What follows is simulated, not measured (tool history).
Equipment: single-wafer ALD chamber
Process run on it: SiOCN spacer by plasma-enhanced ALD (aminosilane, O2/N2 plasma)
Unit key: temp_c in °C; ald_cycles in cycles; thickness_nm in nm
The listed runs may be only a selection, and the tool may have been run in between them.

run,hour,temp_c,ald_cycles,thickness_nm
1,0,400,91,4.8349
2,8.2,401,86,4.5438
3,15,402,82,4.2942
4,17.7,403,80,4.2007
5,26.7,411,80,4.0685
6,32.6,411,91,4.6566
7,40.2,411,91,4.6213
8,43.6,411,91,4.6408
9,44.9,413,88,4.4908
10,45.6,414,85,4.3401

Run 11 is up next; what results do you expect?
11,50.9,415,82,?

{"run 11": {"thickness_nm": 4.1108}}

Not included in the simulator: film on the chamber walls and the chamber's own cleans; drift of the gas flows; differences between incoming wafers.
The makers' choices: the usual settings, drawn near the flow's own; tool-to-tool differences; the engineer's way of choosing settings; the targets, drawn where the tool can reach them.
